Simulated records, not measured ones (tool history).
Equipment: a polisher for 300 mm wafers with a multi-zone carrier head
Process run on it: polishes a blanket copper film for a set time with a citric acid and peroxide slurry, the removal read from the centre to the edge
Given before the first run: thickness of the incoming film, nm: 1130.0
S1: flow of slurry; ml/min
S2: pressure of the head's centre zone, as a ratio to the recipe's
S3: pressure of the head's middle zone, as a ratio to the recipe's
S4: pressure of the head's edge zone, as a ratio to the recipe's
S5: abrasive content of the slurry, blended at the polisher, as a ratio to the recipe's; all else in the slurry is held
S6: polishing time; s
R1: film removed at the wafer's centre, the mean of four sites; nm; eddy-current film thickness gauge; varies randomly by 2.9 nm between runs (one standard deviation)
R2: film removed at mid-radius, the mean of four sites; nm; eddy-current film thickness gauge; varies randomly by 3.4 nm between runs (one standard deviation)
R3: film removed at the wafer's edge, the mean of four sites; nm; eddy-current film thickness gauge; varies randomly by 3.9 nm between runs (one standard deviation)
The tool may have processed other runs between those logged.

run,hour,S1,S2,S3,S4,S5,S6,R1,R2,R3
1,0,270,1,1,1,1,85,192.02,199.58,201.53
2,4.7,270,1.08,1,1,1,85,207.42,202.09,203.07
3,9.4,310,1.08,1,1,1,85,213.13,201.41,202.39
4,16.1,310,1.08,1,1.03,1,85,211.45,199.06,202.17
5,17.6,310,1.08,0.97,1.03,1,85,213.91,204.62,208.25
# hour 19.2: slurry nozzle cleaned
6,19.2,310,1.08,1.02,1.03,1,85,226.86,217,214.09

Expected results for the next run?
7,22,300,1.09,1.05,1.07,1,85,?,?,?

{"run 7": {"R1": 225.37, "R2": 221.86, "R3": 217.16}}

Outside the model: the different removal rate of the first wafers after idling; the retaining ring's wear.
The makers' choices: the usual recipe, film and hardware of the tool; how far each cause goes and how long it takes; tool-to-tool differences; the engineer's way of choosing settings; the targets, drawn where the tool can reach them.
